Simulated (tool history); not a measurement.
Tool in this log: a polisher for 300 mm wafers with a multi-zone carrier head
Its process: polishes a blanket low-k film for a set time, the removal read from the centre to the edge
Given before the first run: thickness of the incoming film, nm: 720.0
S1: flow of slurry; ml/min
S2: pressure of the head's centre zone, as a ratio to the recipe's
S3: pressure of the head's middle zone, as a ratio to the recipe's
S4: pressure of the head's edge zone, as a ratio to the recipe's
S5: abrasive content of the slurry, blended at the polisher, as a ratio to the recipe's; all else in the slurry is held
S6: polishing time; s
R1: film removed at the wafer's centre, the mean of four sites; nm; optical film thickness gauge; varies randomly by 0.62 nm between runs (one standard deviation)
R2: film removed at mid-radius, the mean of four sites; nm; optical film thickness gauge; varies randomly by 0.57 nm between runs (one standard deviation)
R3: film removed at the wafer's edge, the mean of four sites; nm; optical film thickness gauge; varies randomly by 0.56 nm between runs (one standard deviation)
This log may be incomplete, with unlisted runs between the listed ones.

Run 1, hour 0.0: S1 255 ml/min, S2 1.00, S3 1.00, S4 1.00, S5 1.00, S6 90 s. Result: R1 32.677 nm, R2 30.699 nm, R3 32.067 nm.
Run 2, hour 1.0: S1 255 ml/min, S2 1.00, S3 1.02, S4 1.02, S5 1.05, S6 92 s. Result: R1 34.458 nm, R2 33.029 nm, R3 33.675 nm.
Run 3, hour 8.3: S1 255 ml/min, S2 0.99, S3 1.02, S4 1.03, S5 1.10, S6 94 s. Result: R1 34.471 nm, R2 33.835 nm, R3 35.917 nm.
Run 4, hour 15.4: S1 255 ml/min, S2 0.99, S3 1.02, S4 1.09, S5 1.10, S6 94 s. Result: R1 34.190 nm, R2 35.366 nm, R3 37.007 nm.
Run 5, hour 21.2: S1 260 ml/min, S2 1.00, S3 1.03, S4 1.10, S5 1.15, S6 95 s. Result: R1 37.139 nm, R2 36.551 nm, R3 38.455 nm.
Run 6, hour 22.6: S1 260 ml/min, S2 1.00, S3 1.05, S4 1.11, S5 1.20, S6 96 s. Result: R1 37.910 nm, R2 38.219 nm, R3 39.591 nm.

For run 7, what comes out?
Run 7, hour 26.8: S1 260 ml/min, S2 1.00, S3 1.05, S4 1.11, S5 1.20, S6 96 s. Result: R1 ?, R2 ?, R3 ?.

{"run 7": {"R1": 36.793, "R2": 37.666, "R3": 40.289}}
